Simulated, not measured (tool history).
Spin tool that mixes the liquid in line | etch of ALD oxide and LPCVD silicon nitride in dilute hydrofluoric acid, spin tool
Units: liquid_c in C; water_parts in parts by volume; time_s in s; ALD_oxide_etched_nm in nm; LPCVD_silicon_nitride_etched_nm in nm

run,hour,liquid_c,water_parts,time_s,ALD_oxide_etched_nm,LPCVD_silicon_nitride_etched_nm
1,0,23,245,180,9.963,0.38382
2,8.6,25.5,190,180,14.755,0.60076
3,16.9,24,190,180,14.112,0.56453
4,24,24,190,235,18.218,0.68092
5,31.2,26,175,235,21.672,0.88006
6,39.9,26,175,210,19.304,0.80348
7,41.4,27,160,210,22.243,0.81618
8,42.2,28.5,155,210,24.661,0.94852
9,45.5,29.5,150,210,26.291,1.0864

Run 10 comes next. What will it give?
10,53.9,30,145,210,?,?

Run 10 gave ALD_oxide_etched_nm 28.199 nm, LPCVD_silicon_nitride_etched_nm 1.2798 nm.
